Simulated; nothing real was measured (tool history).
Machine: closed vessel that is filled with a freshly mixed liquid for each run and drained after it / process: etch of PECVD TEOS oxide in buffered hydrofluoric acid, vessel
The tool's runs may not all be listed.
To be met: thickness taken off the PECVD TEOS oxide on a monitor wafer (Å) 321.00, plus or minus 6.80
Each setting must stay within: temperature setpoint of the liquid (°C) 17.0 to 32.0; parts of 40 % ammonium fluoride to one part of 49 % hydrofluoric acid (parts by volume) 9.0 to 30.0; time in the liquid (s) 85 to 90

run	hour	temperature setpoint of the liquid (°C)	parts of 40 % ammonium fluoride to one part of 49 % hydrofluoric acid (parts by volume)	time in the liquid (s)	thickness taken off the PECVD TEOS oxide on a monitor wafer (Å)
1	0.0	25.0	24.0	85	513.62
2	2.4	26.5	24.0	85	561.25
3	9.5	26.5	27.0	85	519.92
4	15.7	26.5	27.0	90	539.24
5	20.3	29.5	27.0	90	638.48
6	21.5	27.0	27.5	90	553.50
7	22.5	25.0	28.0	90	489.44
8	30.7	23.5	28.0	90	457.15
9	32.5	22.0	28.0	90	414.00
10	36.9	21.0	28.0	90	393.55
11	40.6	20.5	28.0	90	386.38
12	47.8	20.0	28.0	90	370.07
13	52.2	19.5	28.0	90	364.93
14	55.2	19.0	28.0	90	352.25
15	56.7	18.5	28.0	90	344.64

Below are 4 possible settings for the next run. Only one of them brings all results inside the allowed miss of their targets. Which is it?
A	58.2	17.0	27.5	90	?
B	58.2	18.5	22.0	85	?
C	58.2	20.0	29.5	90	?
D	58.2	19.5	29.5	90	?

move	thickness taken off the PECVD TEOS oxide on a monitor wafer (Å)
A	322.85
B	387.65
C	364.75
D	354.60
A: each result inside its tolerance
B: its largest miss is bigger than the last run's
C: its largest miss is bigger than the last run's
D: its largest miss is bigger than the last run's
The move that meets every target is A.

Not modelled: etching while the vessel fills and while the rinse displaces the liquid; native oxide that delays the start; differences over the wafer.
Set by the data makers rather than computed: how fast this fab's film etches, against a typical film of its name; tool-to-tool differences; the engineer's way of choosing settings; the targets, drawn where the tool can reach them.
